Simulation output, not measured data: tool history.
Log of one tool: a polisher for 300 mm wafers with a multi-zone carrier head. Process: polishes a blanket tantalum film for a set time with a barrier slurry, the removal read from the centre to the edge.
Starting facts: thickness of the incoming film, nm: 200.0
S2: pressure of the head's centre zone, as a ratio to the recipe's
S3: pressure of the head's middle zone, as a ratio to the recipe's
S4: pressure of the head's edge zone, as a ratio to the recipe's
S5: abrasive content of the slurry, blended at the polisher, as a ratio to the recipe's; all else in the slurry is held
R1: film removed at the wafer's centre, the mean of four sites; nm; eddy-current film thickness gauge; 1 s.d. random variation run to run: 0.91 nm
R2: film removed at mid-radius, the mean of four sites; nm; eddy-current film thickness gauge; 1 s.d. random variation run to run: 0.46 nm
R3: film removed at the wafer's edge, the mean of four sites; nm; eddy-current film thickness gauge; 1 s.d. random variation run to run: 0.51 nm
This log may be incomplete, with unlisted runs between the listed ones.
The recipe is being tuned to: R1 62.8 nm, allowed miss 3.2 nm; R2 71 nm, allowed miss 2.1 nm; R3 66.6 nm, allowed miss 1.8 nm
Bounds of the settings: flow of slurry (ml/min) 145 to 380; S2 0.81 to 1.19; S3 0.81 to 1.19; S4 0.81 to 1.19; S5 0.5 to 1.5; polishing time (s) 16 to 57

Run 1, hour 0: flow of slurry (ml/min) 245, S2 1, S3 1, S4 1, S5 1, polishing time (s) 36. Result: R1 56.282 nm, R2 57.78 nm, R3 57.587 nm.
Run 2, hour 2.8: flow of slurry (ml/min) 245, S2 1, S3 1, S4 0.94, S5 1, polishing time (s) 36. Result: R1 58.303 nm, R2 58.01 nm, R3 55.804 nm.
Run 3, hour 3.9: flow of slurry (ml/min) 245, S2 1, S3 1, S4 0.9, S5 1, polishing time (s) 36. Result: R1 57.183 nm, R2 57.95 nm, R3 54.01 nm.
Run 4, hour 7.2: flow of slurry (ml/min) 250, S2 1, S3 1.02, S4 0.93, S5 1.05, polishing time (s) 36. Result: R1 60.322 nm, R2 59.592 nm, R3 57.158 nm.
Run 5, hour 15.6: flow of slurry (ml/min) 255, S2 0.99, S3 1.05, S4 0.94, S5 1.05, polishing time (s) 36. Result: R1 59.476 nm, R2 61.271 nm, R3 56.242 nm.
Run 6, hour 16.4: flow of slurry (ml/min) 255, S2 0.99, S3 0.98, S4 0.94, S5 1.05, polishing time (s) 36. Result: R1 60.134 nm, R2 58.301 nm, R3 57.945 nm.
Run 7, hour 21.7: flow of slurry (ml/min) 265, S2 0.98, S3 1, S4 0.96, S5 1.05, polishing time (s) 36. Result: R1 59.852 nm, R2 59.592 nm, R3 57.604 nm.
Run 8, hour 23.9: flow of slurry (ml/min) 270, S2 0.97, S3 1.02, S4 0.99, S5 1.1, polishing time (s) 36. Result: R1 59.455 nm, R2 61.38 nm, R3 59.527 nm.
Run 9, hour 31.1: flow of slurry (ml/min) 275, S2 0.97, S3 1.03, S4 1.01, S5 1.1, polishing time (s) 36. Result: R1 59.079 nm, R2 61.591 nm, R3 60.288 nm.
Run 10, hour 35.7: flow of slurry (ml/min) 280, S2 0.97, S3 1.05, S4 1.02, S5 1.1, polishing time (s) 36. Result: R1 58.497 nm, R2 63.01 nm, R3 59.872 nm.
Run 11, hour 40.6: flow of slurry (ml/min) 285, S2 0.97, S3 1.06, S4 1.03, S5 1.15, polishing time (s) 36. Result: R1 60.269 nm, R2 63.967 nm, R3 62.12 nm.
Run 12, hour 48.5: flow of slurry (ml/min) 290, S2 0.97, S3 1.07, S4 1.04, S5 1.15, polishing time (s) 36. Result: R1 60.825 nm, R2 65.23 nm, R3 61.914 nm.
Run 13, hour 56.2: flow of slurry (ml/min) 295, S2 0.97, S3 1.08, S4 1.05, S5 1.15, polishing time (s) 36. Result: R1 60.064 nm, R2 65.753 nm, R3 62.239 nm.
Run 14, hour 62.4: flow of slurry (ml/min) 300, S2 0.97, S3 1.09, S4 1.06, S5 1.15, polishing time (s) 36. Result: R1 60.107 nm, R2 66.029 nm, R3 61.477 nm.
Run 15, hour 68.3: flow of slurry (ml/min) 300, S2 0.97, S3 1.09, S4 1.07, S5 1.15, polishing time (s) 36. Result: R1 61.241 nm, R2 66.921 nm, R3 62.573 nm.
Run 16, hour 70.1: flow of slurry (ml/min) 305, S2 0.97, S3 1.09, S4 1.08, S5 1.15, polishing time (s) 36. Result: R1 61.387 nm, R2 66.338 nm, R3 62.97 nm.
Run 17, hour 74.5: flow of slurry (ml/min) 310, S2 0.97, S3 1.1, S4 1.09, S5 1.15, polishing time (s) 36. Result: R1 61.507 nm, R2 66.612 nm, R3 63.537 nm.
Run 18, hour 82.4: flow of slurry (ml/min) 315, S2 0.97, S3 1.11, S4 1.1, S5 1.15, polishing time (s) 36. Result: R1 59.365 nm, R2 68.039 nm, R3 64.056 nm.
Run 19, hour 89.4: flow of slurry (ml/min) 320, S2 0.97, S3 1.11, S4 1.1, S5 1.15, polishing time (s) 36. Result: R1 60.091 nm, R2 67.805 nm, R3 64.18 nm.
Run 20, hour 97.5: flow of slurry (ml/min) 325, S2 0.97, S3 1.11, S4 1.1, S5 1.15, polishing time (s) 36. Result: R1 62.321 nm, R2 67.03 nm, R3 64.454 nm.

4 candidate next runs follow, results not yet known. Just one meets every target within its allowed miss. Identify it.
Run A, hour 105.6: flow of slurry (ml/min) 205, S2 0.99, S3 0.97, S4 1.14, S5 1.15, polishing time (s) 39. Result: R1 ?, R2 ?, R3 ?.
Run B, hour 105.6: flow of slurry (ml/min) 380, S2 1.02, S3 1.02, S4 1.19, S5 1.1, polishing time (s) 39. Result: R1 ?, R2 ?, R3 ?.
Run C, hour 105.6: flow of slurry (ml/min) 230, S2 0.95, S3 1.08, S4 1.05, S5 1.3, polishing time (s) 38. Result: R1 ?, R2 ?, R3 ?.
Run D, hour 105.6: flow of slurry (ml/min) 355, S2 0.95, S3 1.04, S4 1.12, S5 1.2, polishing time (s) 36. Result: R1 ?, R2 ?, R3 ?.

move      R1      R2      R3
   A  63.663  62.024  67.843
   B   68.07  67.366  71.239
   C  63.393  69.418  66.199
   D  61.201  64.654  65.212
A: misses by more than the last run did
B: misses by more than the last run did
C: every result lands within tolerance
D: misses by more than the last run did
C meets every target.
